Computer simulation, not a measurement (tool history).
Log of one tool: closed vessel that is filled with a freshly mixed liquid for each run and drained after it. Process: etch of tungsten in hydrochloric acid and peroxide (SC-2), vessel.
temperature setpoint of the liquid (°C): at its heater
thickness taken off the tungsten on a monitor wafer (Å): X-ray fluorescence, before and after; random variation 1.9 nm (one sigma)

run	hour	temperature setpoint of the liquid (°C)	parts of water to one part each of 37 % hydrochloric acid and 30 % peroxide (parts by volume)	time in the liquid (s)	thickness taken off the tungsten on a monitor wafer (Å)
1	0	58	7	240	834.04
2	8.6	60	6.5	240	1012.7
3	14.1	60	6.5	240	1006.1
4	16.5	60	6.5	255	1058
5	19.2	60	9	255	822.94
6	24.6	57.5	9	255	705.28
7	32.8	59.5	8.5	255	835.74

Forecast run 8:
8	39.5	61.5	8	255	?

{"run 8": {"thickness taken off the tungsten on a monitor wafer (Å)": 998.28}}
